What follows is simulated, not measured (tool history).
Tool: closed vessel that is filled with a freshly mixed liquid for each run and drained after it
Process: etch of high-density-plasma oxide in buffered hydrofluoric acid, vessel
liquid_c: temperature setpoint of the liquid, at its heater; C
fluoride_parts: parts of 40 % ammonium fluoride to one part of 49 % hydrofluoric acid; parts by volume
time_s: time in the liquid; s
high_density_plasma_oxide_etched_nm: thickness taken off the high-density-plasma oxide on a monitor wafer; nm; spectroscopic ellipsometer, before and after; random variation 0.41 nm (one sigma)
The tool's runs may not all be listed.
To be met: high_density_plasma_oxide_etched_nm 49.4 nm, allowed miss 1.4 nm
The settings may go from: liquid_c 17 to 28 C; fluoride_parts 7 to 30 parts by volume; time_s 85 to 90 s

run,hour,liquid_c,fluoride_parts,time_s,high_density_plasma_oxide_etched_nm
1,0,20,20,85,63.969
2,1.7,20,24,85,56.354
3,9.4,22.5,24,85,64.444
4,12,22,24,85,63.645
5,15.6,22,24,90,65.816
6,23.3,22,27,90,61.166
7,27.5,21.5,27,90,59.599
8,34.5,17.5,27,90,47.717

4 next moves are on the table. One of them brings every result within its allowed miss. Which?
A,41.5,17.5,28,90,?
B,41.5,17,26.5,90,?
C,41.5,19.5,30,85,?
D,41.5,19,28.5,90,?

move,high_density_plasma_oxide_etched_nm
A,45.901
B,46.34
C,46.309
D,49.387
A: further off than the last run
B: further off than the last run
C: further off than the last run
D: meets every target
Move D is the one to make.

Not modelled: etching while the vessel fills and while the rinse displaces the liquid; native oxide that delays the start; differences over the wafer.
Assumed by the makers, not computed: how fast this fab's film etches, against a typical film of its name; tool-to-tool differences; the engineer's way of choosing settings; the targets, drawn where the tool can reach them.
